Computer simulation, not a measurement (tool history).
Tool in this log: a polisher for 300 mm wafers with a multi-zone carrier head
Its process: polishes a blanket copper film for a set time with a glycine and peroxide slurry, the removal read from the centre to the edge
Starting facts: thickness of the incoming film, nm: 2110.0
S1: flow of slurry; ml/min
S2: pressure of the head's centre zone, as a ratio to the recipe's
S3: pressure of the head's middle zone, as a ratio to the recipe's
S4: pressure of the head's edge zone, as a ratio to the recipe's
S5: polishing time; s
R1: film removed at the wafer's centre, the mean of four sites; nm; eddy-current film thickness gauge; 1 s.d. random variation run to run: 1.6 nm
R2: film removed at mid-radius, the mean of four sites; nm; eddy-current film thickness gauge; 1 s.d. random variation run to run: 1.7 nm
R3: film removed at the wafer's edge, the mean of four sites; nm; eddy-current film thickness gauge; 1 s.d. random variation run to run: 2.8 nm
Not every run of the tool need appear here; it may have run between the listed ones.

run	day	S1	S2	S3	S4	S5	R1	R2	R3
1	0.000	260	1.00	1.00	1.00	79	316.19	328.40	306.80
2	0.325	290	1.00	1.00	1.00	79	324.55	336.78	315.04
3	0.571	290	1.00	0.93	1.00	79	315.90	313.21	313.09
4	0.838	290	1.04	0.93	1.00	79	333.51	312.94	312.09
5	1.042	270	1.03	0.94	0.94	70	289.05	277.30	269.89
6	1.367	270	1.03	0.90	0.94	70	291.84	269.19	274.64

What does the tool deliver on the next run?
7	1.696	270	1.04	0.94	0.91	62	?	?	?

{"run 7": {"R1": 257.56, "R2": 244.32, "R3": 233.12}}

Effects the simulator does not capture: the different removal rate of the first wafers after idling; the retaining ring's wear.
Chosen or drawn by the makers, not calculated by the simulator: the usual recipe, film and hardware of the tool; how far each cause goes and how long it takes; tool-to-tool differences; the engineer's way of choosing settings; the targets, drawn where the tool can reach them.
